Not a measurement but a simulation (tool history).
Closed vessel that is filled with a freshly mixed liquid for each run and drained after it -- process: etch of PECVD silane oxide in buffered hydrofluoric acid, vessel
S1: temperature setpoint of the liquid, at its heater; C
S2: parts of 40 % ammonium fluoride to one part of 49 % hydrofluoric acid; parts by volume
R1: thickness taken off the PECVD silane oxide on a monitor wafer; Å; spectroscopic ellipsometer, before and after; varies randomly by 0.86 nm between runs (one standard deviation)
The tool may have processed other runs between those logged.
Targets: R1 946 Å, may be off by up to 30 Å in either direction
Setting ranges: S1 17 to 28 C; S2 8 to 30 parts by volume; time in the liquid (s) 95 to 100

{"run": 1, "hour": 0.0, "S1": 20, "S2": 21.5, "time in the liquid (s)": 95, "R1": 676.27}
{"run": 2, "hour": 0.9, "S1": 20, "S2": 21.5, "time in the liquid (s)": 100, "R1": 721.76}
{"run": 3, "hour": 3.6, "S1": 21, "S2": 21.5, "time in the liquid (s)": 100, "R1": 751.37}
{"run": 4, "hour": 11.9, "S1": 21, "S2": 27, "time in the liquid (s)": 100, "R1": 659.78}
{"run": 5, "hour": 19.8, "S1": 21, "S2": 27, "time in the liquid (s)": 95, "R1": 626.08}
{"run": 6, "hour": 20.8, "S1": 21, "S2": 27, "time in the liquid (s)": 95, "R1": 627.28}
{"run": 7, "hour": 22.4, "S1": 22, "S2": 26.5, "time in the liquid (s)": 95, "R1": 674.68}
{"run": 8, "hour": 28.3, "S1": 23, "S2": 26.5, "time in the liquid (s)": 95, "R1": 696.54}
{"run": 9, "hour": 30.5, "S1": 23, "S2": 26.5, "time in the liquid (s)": 95, "R1": 704.56}
{"run": 10, "hour": 36.5, "S1": 24, "S2": 26.5, "time in the liquid (s)": 95, "R1": 736.97}
{"run": 11, "hour": 39.4, "S1": 24.5, "S2": 26, "time in the liquid (s)": 95, "R1": 768.24}
{"run": 12, "hour": 44.3, "S1": 25, "S2": 26, "time in the liquid (s)": 95, "R1": 783.41}
{"run": 13, "hour": 53.3, "S1": 25.5, "S2": 25.5, "time in the liquid (s)": 95, "R1": 828.81}
{"run": 14, "hour": 58.3, "S1": 26, "S2": 25.5, "time in the liquid (s)": 95, "R1": 862.25}
{"run": 15, "hour": 61.2, "S1": 26.5, "S2": 25.5, "time in the liquid (s)": 95, "R1": 877.99}
{"run": 16, "hour": 64.2, "S1": 27, "S2": 25.5, "time in the liquid (s)": 95, "R1": 899.65}

Exactly one of the 4 candidate moves below puts every result within its allowed miss. Which one?
{"run": "A", "hour": 67.2, "S1": 24.5, "S2": 24, "time in the liquid (s)": 100, "R1": "?"}
{"run": "B", "hour": 67.2, "S1": 28, "S2": 27.5, "time in the liquid (s)": 95, "R1": "?"}
{"run": "C", "hour": 67.2, "S1": 27, "S2": 26, "time in the liquid (s)": 95, "R1": "?"}
{"run": "D", "hour": 67.2, "S1": 27.5, "S2": 27, "time in the liquid (s)": 100, "R1": "?"}

move=A R1=849.7
move=B R1=888.74
move=C R1=875.14
move=D R1=922.2
A: moves away from the targets compared with the last run
B: moves away from the targets compared with the last run
C: moves away from the targets compared with the last run
D: meets every target
D is the move that brings every result within its allowed miss.
